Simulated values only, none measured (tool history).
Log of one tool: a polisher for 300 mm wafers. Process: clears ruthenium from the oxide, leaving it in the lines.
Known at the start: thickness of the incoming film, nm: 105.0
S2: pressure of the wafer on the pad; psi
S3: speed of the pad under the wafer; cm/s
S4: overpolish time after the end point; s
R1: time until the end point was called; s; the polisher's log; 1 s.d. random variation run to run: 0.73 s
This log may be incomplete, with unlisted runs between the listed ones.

run 1 hour=0 | flow_of_slurry_(ml/min)=260 S2=1.6 S3=90 S4=37 | R1=114.9
run 2 hour=8 | flow_of_slurry_(ml/min)=260 S2=1.7 S3=90 S4=37 | R1=109.69
run 3 hour=14.8 | flow_of_slurry_(ml/min)=260 S2=1.7 S3=90 S4=39 | R1=108.31
run 4 hour=17.7 | flow_of_slurry_(ml/min)=325 S2=1.7 S3=90 S4=39 | R1=106.16
run 5 hour=22.1 | flow_of_slurry_(ml/min)=325 S2=1.7 S3=90 S4=37 | R1=108.4
run 6 hour=25.5 | flow_of_slurry_(ml/min)=325 S2=1.8 S3=90 S4=37 | R1=102.68
run 7 hour=32.1 | flow_of_slurry_(ml/min)=325 S2=1.9 S3=90 S4=37 | R1=96.093

Run 8 is up next; what results do you expect?
run 8 hour=37.3 | flow_of_slurry_(ml/min)=325 S2=2.1 S3=90 S4=37 | R1=?

{"run 8": {"R1": 86.587}}

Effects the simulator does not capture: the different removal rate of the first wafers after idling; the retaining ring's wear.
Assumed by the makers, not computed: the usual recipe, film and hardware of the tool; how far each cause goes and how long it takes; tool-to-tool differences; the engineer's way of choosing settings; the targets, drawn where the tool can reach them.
